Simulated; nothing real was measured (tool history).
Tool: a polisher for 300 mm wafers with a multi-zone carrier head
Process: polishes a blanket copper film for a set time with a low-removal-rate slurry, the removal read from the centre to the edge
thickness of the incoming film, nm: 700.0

run  hour  flow of slurry (ml/min)  pressure of the head's centre zone  pressure of the head's middle zone  pressure of the head's edge zone  abrasive content of the slurry  polishing time (s)  film removed at the wafer's centre (angstrom)  film removed at mid-radius (angstrom)  film removed at the wafer's edge (angstrom)
  1     0                      230                                   1                                   1                                 1                               1                  76                                           2050                                 2101.8                                       2007.8
  2   6.5                      225                                0.98                                0.98                              0.99                            0.95                  73                                         1932.1                                 1928.6                                       1881.5
  3  12.9                      220                                0.96                                0.98                              0.99                             0.9                  70                                         1774.6                                 1846.9                                         1785
  4  19.4                      220                                0.96                                0.98                              0.99                             1.1                  70                                         1872.4                                 1932.7                                       1873.2
  5  25.2                      215                                0.94                                0.97                              0.98                            1.05                  68                                         1736.6                                 1849.2                                       1777.8
  6  26.2                      215                                0.94                                0.97                              0.98                            0.95                  68                                         1693.4                                 1802.1                                       1724.5
  7  26.8                      215                                0.94                                0.97                              0.98                            0.95                  68                                         1664.9                                 1777.4                                         1742

The next listed run, before its measurement:
  8  28.3                      215                                0.94                                0.96                              0.96                             0.9                  66                                              ?                                      ?                                            ?

{"run 8": {"film removed at the wafer's centre (angstrom)": 1606.4, "film removed at mid-radius (angstrom)": 1702.7, "film removed at the wafer's edge (angstrom)": 1648.5}}
